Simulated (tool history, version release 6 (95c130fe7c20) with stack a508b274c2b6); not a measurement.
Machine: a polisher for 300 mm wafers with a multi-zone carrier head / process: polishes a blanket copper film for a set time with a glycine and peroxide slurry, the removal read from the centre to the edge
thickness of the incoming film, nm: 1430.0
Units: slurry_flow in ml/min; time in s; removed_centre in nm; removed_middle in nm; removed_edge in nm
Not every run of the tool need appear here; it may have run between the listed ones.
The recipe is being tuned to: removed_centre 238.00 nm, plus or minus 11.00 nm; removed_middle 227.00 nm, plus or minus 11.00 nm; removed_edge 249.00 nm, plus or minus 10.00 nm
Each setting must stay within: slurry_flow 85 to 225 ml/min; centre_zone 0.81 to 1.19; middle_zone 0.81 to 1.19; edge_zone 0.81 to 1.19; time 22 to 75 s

{"run": 1, "hour": 0.0, "slurry_flow": 145, "centre_zone": 1.0, "middle_zone": 1.0, "edge_zone": 1.0, "time": 48, "removed_centre": 281.92, "removed_middle": 273.72, "removed_edge": 278.66}
{"run": 2, "hour": 0.6, "slurry_flow": 140, "centre_zone": 0.99, "middle_zone": 0.99, "edge_zone": 1.0, "time": 48, "removed_centre": 271.44, "removed_middle": 270.77, "removed_edge": 280.69}
{"run": 3, "hour": 3.2, "slurry_flow": 140, "centre_zone": 0.99, "middle_zone": 0.98, "edge_zone": 0.99, "time": 48, "removed_centre": 275.65, "removed_middle": 262.27, "removed_edge": 276.57}
{"run": 4, "hour": 6.4, "slurry_flow": 170, "centre_zone": 0.99, "middle_zone": 0.98, "edge_zone": 0.99, "time": 48, "removed_centre": 282.01, "removed_middle": 274.76, "removed_edge": 288.18}
{"run": 5, "hour": 7.6, "slurry_flow": 170, "centre_zone": 0.91, "middle_zone": 0.98, "edge_zone": 0.99, "time": 48, "removed_centre": 258.36, "removed_middle": 268.96, "removed_edge": 290.24}
{"run": 6, "hour": 15.9, "slurry_flow": 165, "centre_zone": 0.91, "middle_zone": 0.97, "edge_zone": 0.98, "time": 48, "removed_centre": 265.63, "removed_middle": 264.86, "removed_edge": 284.96}
{"run": 7, "hour": 17.6, "slurry_flow": 160, "centre_zone": 0.9, "middle_zone": 0.97, "edge_zone": 0.97, "time": 48, "removed_centre": 258.6, "removed_middle": 266.73, "removed_edge": 275.65}
{"run": 8, "hour": 24.0, "slurry_flow": 155, "centre_zone": 0.9, "middle_zone": 0.96, "edge_zone": 0.97, "time": 48, "removed_centre": 249.25, "removed_middle": 267.55, "removed_edge": 277.03}
{"run": 9, "hour": 31.5, "slurry_flow": 155, "centre_zone": 0.91, "middle_zone": 0.95, "edge_zone": 0.97, "time": 47, "removed_centre": 248.1, "removed_middle": 257.06, "removed_edge": 276.86}
{"run": 10, "hour": 35.2, "slurry_flow": 155, "centre_zone": 0.92, "middle_zone": 0.94, "edge_zone": 0.96, "time": 47, "removed_centre": 253.11, "removed_middle": 259.88, "removed_edge": 270.58}
{"run": 11, "hour": 41.1, "slurry_flow": 115, "centre_zone": 0.93, "middle_zone": 0.84, "edge_zone": 0.94, "time": 45, "removed_centre": 230.83, "removed_middle": 204.64, "removed_edge": 246.8}

Exactly one of the 5 candidate moves below puts every result within its allowed miss. Which one?
{"run": "A", "hour": 47.0, "slurry_flow": 95, "centre_zone": 0.9, "middle_zone": 1.01, "edge_zone": 0.95, "time": 50, "removed_centre": "?", "removed_middle": "?", "removed_edge": "?"}
{"run": "B", "hour": 47.0, "slurry_flow": 105, "centre_zone": 1.08, "middle_zone": 0.9, "edge_zone": 0.9, "time": 47, "removed_centre": "?", "removed_middle": "?", "removed_edge": "?"}
{"run": "C", "hour": 47.0, "slurry_flow": 110, "centre_zone": 0.93, "middle_zone": 0.81, "edge_zone": 0.99, "time": 44, "removed_centre": "?", "removed_middle": "?", "removed_edge": "?"}
{"run": "D", "hour": 47.0, "slurry_flow": 90, "centre_zone": 0.97, "middle_zone": 0.9, "edge_zone": 0.88, "time": 50, "removed_centre": "?", "removed_middle": "?", "removed_edge": "?"}
{"run": "E", "hour": 47.0, "slurry_flow": 110, "centre_zone": 0.96, "middle_zone": 0.93, "edge_zone": 0.92, "time": 43, "removed_centre": "?", "removed_middle": "?", "removed_edge": "?"}

move=A removed_centre=231.86 removed_middle=254.65 removed_edge=263.87
move=B removed_centre=272.08 removed_middle=224.58 removed_edge=247.77
move=C removed_centre=222.58 removed_middle=195.71 removed_edge=245.23
move=D removed_centre=244.11 removed_middle=226.56 removed_edge=251.74
move=E removed_centre=224.78 removed_middle=214.32 removed_edge=231.13
A: pushes the last run's worst result past its target
B: brings the result that was furthest off to its target, and leaves another outside
C: its largest miss is bigger than the last run's
D: in spec on every target
E: moves toward the targets from the last run without getting all of them in spec
The move that meets every target is D.
